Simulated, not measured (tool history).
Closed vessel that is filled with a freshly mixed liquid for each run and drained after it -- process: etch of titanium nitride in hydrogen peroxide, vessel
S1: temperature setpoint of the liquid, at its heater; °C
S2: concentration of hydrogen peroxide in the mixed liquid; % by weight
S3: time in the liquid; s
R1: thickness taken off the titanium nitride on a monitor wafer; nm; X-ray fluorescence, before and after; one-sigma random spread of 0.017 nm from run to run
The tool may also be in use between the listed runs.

run 1 hour=0.0 | S1=52.0 S2=16 S3=325 | R1=9.2116
run 2 hour=5.4 | S1=48.5 S2=16 S3=325 | R1=7.1934
run 3 hour=7.0 | S1=46.0 S2=16 S3=325 | R1=5.9517
run 4 hour=8.7 | S1=44.5 S2=16 S3=325 | R1=5.3180
run 5 hour=17.3 | S1=43.5 S2=16 S3=325 | R1=4.9632
run 6 hour=23.7 | S1=42.5 S2=16 S3=325 | R1=4.5964
run 7 hour=26.2 | S1=42.0 S2=16 S3=325 | R1=4.3954

Run 8 comes next. What will it give?
run 8 hour=29.0 | S1=41.5 S2=16 S3=325 | R1=?

{"run 8": {"R1": 4.281}}

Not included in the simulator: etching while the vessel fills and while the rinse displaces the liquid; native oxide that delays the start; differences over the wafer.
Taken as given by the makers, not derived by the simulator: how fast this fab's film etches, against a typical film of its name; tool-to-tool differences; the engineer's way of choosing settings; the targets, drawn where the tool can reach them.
